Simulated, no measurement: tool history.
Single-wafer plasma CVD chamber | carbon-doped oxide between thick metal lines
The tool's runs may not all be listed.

run    day  heater temperature setpoint (deg C)  chamber pressure (Pa)  RF power (kW)  deposition time (s)  mean film thickness on the monitor wafer (angstrom)
  1      0                                  335                    611           0.51                 56.9                                               2724.1
  2  0.062                                  330                    648          0.515                 56.9                                               2806.6
  3  0.296                                  326                    672          0.515                 56.9                                                 2862
  4  0.617                                  326                    632          0.515                 56.9                                               2833.5
  5  0.875                                  326                    632           0.46                 56.9                                               2661.8
  6  0.946                                  323                    683           0.47                 56.9                                                 2758
  7  1.183                                  320                    724          0.475                 56.9                                               2834.2

Forecast run 8:
  8  1.325                                  318                    749           0.48                 56.9                                                    ?

mean film thickness on the monitor wafer (angstrom): 2870.1

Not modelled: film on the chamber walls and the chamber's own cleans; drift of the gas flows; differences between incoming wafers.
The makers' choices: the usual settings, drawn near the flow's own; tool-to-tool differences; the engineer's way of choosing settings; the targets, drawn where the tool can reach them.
